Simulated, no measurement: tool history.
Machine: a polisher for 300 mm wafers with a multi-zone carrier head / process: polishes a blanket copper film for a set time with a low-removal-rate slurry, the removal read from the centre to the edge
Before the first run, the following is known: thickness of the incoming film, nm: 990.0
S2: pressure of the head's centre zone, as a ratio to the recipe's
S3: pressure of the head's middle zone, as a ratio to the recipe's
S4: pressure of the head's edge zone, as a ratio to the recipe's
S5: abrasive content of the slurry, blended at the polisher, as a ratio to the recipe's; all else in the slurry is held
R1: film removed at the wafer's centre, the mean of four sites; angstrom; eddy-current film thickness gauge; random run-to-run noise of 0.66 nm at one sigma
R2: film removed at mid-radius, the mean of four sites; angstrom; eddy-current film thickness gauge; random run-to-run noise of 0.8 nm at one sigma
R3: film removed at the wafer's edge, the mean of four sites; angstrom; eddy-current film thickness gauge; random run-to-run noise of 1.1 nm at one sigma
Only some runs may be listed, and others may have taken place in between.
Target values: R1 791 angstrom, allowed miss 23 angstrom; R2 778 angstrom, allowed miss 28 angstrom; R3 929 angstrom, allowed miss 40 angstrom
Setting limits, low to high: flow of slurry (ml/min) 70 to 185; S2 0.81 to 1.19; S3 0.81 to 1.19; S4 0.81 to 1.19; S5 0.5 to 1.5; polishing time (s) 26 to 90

{"run": 1, "hour": 0.0, "flow of slurry (ml/min)": 120, "S2": 1, "S3": 1, "S4": 1, "S5": 1, "polishing time (s)": 58, "R1": 1247.1, "R2": 1247.1, "R3": 1268.6}
{"run": 2, "hour": 6.8, "flow of slurry (ml/min)": 115, "S2": 0.99, "S3": 0.98, "S4": 1, "S5": 0.95, "polishing time (s)": 57, "R1": 1174.5, "R2": 1202.2, "R3": 1230.2}
{"run": 3, "hour": 11.2, "flow of slurry (ml/min)": 115, "S2": 0.99, "S3": 0.98, "S4": 1.08, "S5": 0.95, "polishing time (s)": 57, "R1": 1155.9, "R2": 1164.7, "R3": 1295.3}
{"run": 4, "hour": 11.8, "flow of slurry (ml/min)": 115, "S2": 0.99, "S3": 0.97, "S4": 1.08, "S5": 0.9, "polishing time (s)": 56, "R1": 1146.1, "R2": 1146.8, "R3": 1243.8}
{"run": 5, "hour": 18.0, "flow of slurry (ml/min)": 110, "S2": 0.98, "S3": 0.95, "S4": 1.09, "S5": 0.85, "polishing time (s)": 55, "R1": 1071.8, "R2": 1054.9, "R3": 1204.8}
{"run": 6, "hour": 20.0, "flow of slurry (ml/min)": 105, "S2": 0.97, "S3": 0.94, "S4": 1.08, "S5": 0.8, "polishing time (s)": 55, "R1": 1051.5, "R2": 1038.4, "R3": 1173.8}
{"run": 7, "hour": 23.7, "flow of slurry (ml/min)": 100, "S2": 0.96, "S3": 0.93, "S4": 1.08, "S5": 0.75, "polishing time (s)": 54, "R1": 997.8, "R2": 978.71, "R3": 1128.4}
{"run": 8, "hour": 31.4, "flow of slurry (ml/min)": 100, "S2": 0.95, "S3": 0.92, "S4": 1.07, "S5": 0.7, "polishing time (s)": 54, "R1": 948.84, "R2": 963.14, "R3": 1104.9}
{"run": 9, "hour": 37.7, "flow of slurry (ml/min)": 100, "S2": 0.95, "S3": 0.91, "S4": 1.06, "S5": 0.7, "polishing time (s)": 54, "R1": 943.72, "R2": 971.8, "R3": 1109.5}
{"run": 10, "hour": 45.8, "flow of slurry (ml/min)": 95, "S2": 0.95, "S3": 0.9, "S4": 1.06, "S5": 0.7, "polishing time (s)": 53, "R1": 932.68, "R2": 937.46, "R3": 1088.3}
{"run": 11, "hour": 48.8, "flow of slurry (ml/min)": 95, "S2": 0.95, "S3": 0.89, "S4": 1.06, "S5": 0.7, "polishing time (s)": 52, "R1": 924.22, "R2": 900.45, "R3": 1036.9}
{"run": 12, "hour": 54.0, "flow of slurry (ml/min)": 95, "S2": 0.94, "S3": 0.88, "S4": 1.06, "S5": 0.7, "polishing time (s)": 52, "R1": 912.1, "R2": 899.17, "R3": 1057.5}
{"run": 13, "hour": 58.9, "flow of slurry (ml/min)": 95, "S2": 0.94, "S3": 0.87, "S4": 1.06, "S5": 0.7, "polishing time (s)": 52, "R1": 916.15, "R2": 906.89, "R3": 1037.9}

Which one of the following 4 next-run settings gets every result inside its allowed miss? There is exactly one.
{"run": "A", "hour": 63.8, "flow of slurry (ml/min)": 125, "S2": 0.82, "S3": 0.87, "S4": 0.83, "S5": 0.8, "polishing time (s)": 48, "R1": "?", "R2": "?", "R3": "?"}
{"run": "B", "hour": 63.8, "flow of slurry (ml/min)": 100, "S2": 0.87, "S3": 0.92, "S4": 0.94, "S5": 0.85, "polishing time (s)": 46, "R1": "?", "R2": "?", "R3": "?"}
{"run": "C", "hour": 63.8, "flow of slurry (ml/min)": 125, "S2": 0.93, "S3": 0.84, "S4": 1.1, "S5": 0.55, "polishing time (s)": 47, "R1": "?", "R2": "?", "R3": "?"}
{"run": "D", "hour": 63.8, "flow of slurry (ml/min)": 85, "S2": 0.92, "S3": 0.85, "S4": 1.11, "S5": 0.65, "polishing time (s)": 51, "R1": "?", "R2": "?", "R3": "?"}

move=A R1=819.29 R2=891.62 R3=928.15
move=B R1=813.97 R2=868.06 R3=936.22
move=C R1=807.42 R2=765.96 R3=929.48
move=D R1=856.52 R2=832.96 R3=1026.4
A: moves toward the targets from the last run without getting all of them in spec
B: corrects the largest miss of the last run, while another result sits out of spec
C: all results land within tolerance of their targets
D: moves toward the targets from the last run without getting all of them in spec
Answer: C

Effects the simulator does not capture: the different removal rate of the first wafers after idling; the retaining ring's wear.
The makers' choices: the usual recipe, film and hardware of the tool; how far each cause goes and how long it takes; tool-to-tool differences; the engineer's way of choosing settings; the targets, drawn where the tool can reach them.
